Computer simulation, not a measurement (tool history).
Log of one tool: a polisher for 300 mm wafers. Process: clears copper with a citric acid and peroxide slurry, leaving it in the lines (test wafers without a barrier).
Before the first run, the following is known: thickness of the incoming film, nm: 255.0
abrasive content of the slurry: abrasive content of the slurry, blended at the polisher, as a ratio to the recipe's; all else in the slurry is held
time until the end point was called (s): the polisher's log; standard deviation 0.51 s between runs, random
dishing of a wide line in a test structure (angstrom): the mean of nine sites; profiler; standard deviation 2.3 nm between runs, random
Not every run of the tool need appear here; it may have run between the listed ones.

run,hour,flow of slurry (ml/min),pressure of the wafer on the pad (kPa),speed of the pad under the wafer (cm/s),abrasive content of the slurry,overpolish time after the end point (s),time until the end point was called (s),dishing of a wide line in a test structure (angstrom)
1,0,145,22.1,130,1,29,71.858,643.38
2,0.9,145,22.8,130,1,31,71.196,708.53
3,7,145,22.8,130,1,22,70.232,543.25
4,9.7,145,22.8,130,1.2,22,68.128,552.71
5,11.5,145,22.8,130,1.1,22,69.119,552.25
6,13.7,145,17.2,130,1.1,22,86.23,460.72
7,20.9,145,18.6,130,1.1,25,81.459,551.55
8,29.2,145,20,130,1.1,27,76.444,587.45
9,34.5,145,20.7,130,1.1,29,74.382,638.94

Run 10 comes next. What will it give?
10,39.6,160,26.9,130,1.1,43,?,?

{"run 10": {"time until the end point was called (s)": 60.295, "dishing of a wide line in a test structure (angstrom)": 1032.5}}
